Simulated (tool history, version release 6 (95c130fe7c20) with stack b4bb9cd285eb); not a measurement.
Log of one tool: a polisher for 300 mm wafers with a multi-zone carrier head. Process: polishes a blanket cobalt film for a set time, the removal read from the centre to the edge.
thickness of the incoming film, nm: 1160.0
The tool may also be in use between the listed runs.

run	day	flow of slurry (ml/min)	pressure of the head's centre zone	pressure of the head's middle zone	pressure of the head's edge zone	polishing time (s)	film removed at the wafer's centre (Å)	film removed at mid-radius (Å)	film removed at the wafer's edge (Å)
1	0	155	1	1	1	45	2273.2	2220	2258.3
2	0.171	155	1	0.94	1	45	2277.7	2126.4	2256.5
3	0.329	150	0.98	0.93	0.99	44	2153	2097.5	2206.7
4	0.412	150	0.98	1	0.99	44	2157.5	2204.8	2190.7
5	0.729	150	0.98	1	0.91	44	2187.1	2181.6	2097.4
6	1.029	145	0.96	0.98	0.91	43	2066	2058.1	2052.6
7	1.15	140	0.94	0.97	0.9	42	1975.6	2029.4	1957.7
8	1.317	135	0.93	0.95	0.91	42	1945.6	1971.1	1973.1
9	1.483	130	0.92	0.94	0.91	42	1934.7	1935.4	1983.3

The next listed run, before its measurement:
10	1.833	130	0.91	0.94	0.91	41	?	?	?

film removed at the wafer's centre (Å): 1880
film removed at mid-radius (Å): 1876.6
film removed at the wafer's edge (Å): 1924.1

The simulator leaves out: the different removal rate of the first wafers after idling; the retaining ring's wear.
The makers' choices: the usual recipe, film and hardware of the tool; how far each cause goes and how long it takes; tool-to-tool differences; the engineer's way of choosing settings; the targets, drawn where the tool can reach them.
